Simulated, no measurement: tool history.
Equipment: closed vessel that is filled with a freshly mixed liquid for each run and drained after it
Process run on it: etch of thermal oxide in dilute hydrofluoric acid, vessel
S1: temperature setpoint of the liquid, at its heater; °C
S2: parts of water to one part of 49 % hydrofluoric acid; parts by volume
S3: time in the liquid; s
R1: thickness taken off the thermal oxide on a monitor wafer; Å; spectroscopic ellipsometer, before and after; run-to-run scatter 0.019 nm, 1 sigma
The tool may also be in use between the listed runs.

run  hour    S1   S2  S3      R1
  1   0.0  23.0  120  95  32.558
  2   1.1  24.5  120  95  34.987
  3   3.2  22.0  120  95  31.077
  4   9.1  19.5  120  95  28.584
     16.3  -- thermometer replaced
  5  16.3  22.0  120  95  34.272
  6  18.9  22.0  145  95  27.471
  7  27.1  21.0  145  95  26.123

What will run 8 give?
  8  32.8  20.5  145  95   ?

Run 8 yielded R1 25.951 Å.

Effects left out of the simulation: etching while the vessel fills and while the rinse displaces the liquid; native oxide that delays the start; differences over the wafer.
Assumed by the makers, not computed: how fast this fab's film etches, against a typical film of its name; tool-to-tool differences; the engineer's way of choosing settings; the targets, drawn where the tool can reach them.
